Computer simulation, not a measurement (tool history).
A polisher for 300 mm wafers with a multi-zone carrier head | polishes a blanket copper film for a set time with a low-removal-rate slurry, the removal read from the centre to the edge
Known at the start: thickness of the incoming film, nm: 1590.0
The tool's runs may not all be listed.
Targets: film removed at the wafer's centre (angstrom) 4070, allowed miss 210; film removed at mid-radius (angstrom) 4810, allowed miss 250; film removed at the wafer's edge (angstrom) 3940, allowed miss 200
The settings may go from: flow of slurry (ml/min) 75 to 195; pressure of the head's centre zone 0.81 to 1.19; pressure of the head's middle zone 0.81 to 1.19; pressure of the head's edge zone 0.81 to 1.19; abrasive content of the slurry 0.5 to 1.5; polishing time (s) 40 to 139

run	hour	flow of slurry (ml/min)	pressure of the head's centre zone	pressure of the head's middle zone	pressure of the head's edge zone	abrasive content of the slurry	polishing time (s)	film removed at the wafer's centre (angstrom)	film removed at mid-radius (angstrom)	film removed at the wafer's edge (angstrom)
1	0	125	1	1	1	1	89	3074.6	3047.7	3088.6
2	4.9	125	1	1.07	1	1	89	3010.9	3274.8	3061.2
3	11.2	135	1.01	1.1	1.01	1.1	92	3327.4	3612.9	3269.5
4	13.3	135	1.08	1.1	1.01	1.1	92	3502.1	3484.3	3315.4
5	17.9	135	1.08	1.1	0.96	1.1	92	3584.8	3622.4	3189.1
6	26.5	140	1.06	1.12	0.98	1.2	94	3608.1	3788.5	3325.8
# hour 31: slurry nozzle cleaned
7	31	145	1.05	1.14	0.99	1.2	97	3937	4221.6	3584.6
8	34.5	150	1.03	1.15	1	1.2	97	3892.2	4254.2	3500
9	37	150	1.03	1.15	1	1.2	97	3885.2	4229.9	3694.4
10	42.5	155	1.02	1.16	0.99	1.2	97	3788.4	4355	3686.3
11	46	160	1.02	1.17	0.99	1.2	97	3968.5	4382.9	3627.4

Which of these 4 next moves meets every target?
A	49.5	160	0.93	1.11	1.14	0.7	118	?	?	?
B	49.5	145	1.03	1.08	1.03	1.1	104	?	?	?
C	49.5	195	0.95	1.16	0.96	0.95	107	?	?	?
D	49.5	135	0.89	1.19	1.01	1.25	107	?	?	?

move	film removed at the wafer's centre (angstrom)	film removed at mid-radius (angstrom)	film removed at the wafer's edge (angstrom)
A	4009.7	4780.7	4400.1
B	4059.4	4274.3	3848
C	3981.3	4806.4	3878
D	3619.4	4808	3949.8
A: brings the result that was furthest off to its target, and leaves another outside
B: further off than the last run
C: meets every target
D: brings the result that was furthest off to its target, and leaves another outside
The right move is C.

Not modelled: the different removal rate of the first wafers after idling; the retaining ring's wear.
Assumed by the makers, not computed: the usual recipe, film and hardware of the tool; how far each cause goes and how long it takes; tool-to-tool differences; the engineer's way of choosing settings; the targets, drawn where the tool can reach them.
